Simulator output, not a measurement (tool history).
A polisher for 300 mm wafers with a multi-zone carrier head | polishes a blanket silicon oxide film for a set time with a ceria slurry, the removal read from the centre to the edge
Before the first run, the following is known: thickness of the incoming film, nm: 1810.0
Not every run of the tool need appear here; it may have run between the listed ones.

run  hour  flow of slurry (ml/min)  pressure of the head's centre zone  pressure of the head's middle zone  pressure of the head's edge zone  polishing time (s)  film removed at the wafer's centre (nm)  film removed at mid-radius (nm)  film removed at the wafer's edge (nm)
  1     0                      200                                   1                                   1                                 1                  36                                    184.4                           182.12                                 181.75
  2   4.1                      220                                1.05                                1.06                              1.01                  39                                   209.78                           207.05                                 199.91
  3  12.7                      220                                1.05                                1.06                              0.94                  39                                   209.99                           209.14                                 193.35
  4    19                      230                                1.09                                 1.1                              0.93                  42                                    235.9                           228.03                                 210.63
  5  20.9                      230                                1.09                                 1.1                              0.99                  42                                   233.77                           230.76                                 212.11
  6  28.7                      240                                1.12                                1.13                              0.98                  44                                   256.13                           252.68                                 222.64
  7  35.6                      240                                1.12                                1.13                              0.98                  44                                   253.73                           248.15                                 230.14

Expected results for the next run?
  8  42.8                      250                                1.14                                1.15                              0.93                  45                                        ?                                ?                                      ?

{"run 8": {"film removed at the wafer's centre (nm)": 265.01, "film removed at mid-radius (nm)": 256.88, "film removed at the wafer's edge (nm)": 223.91}}
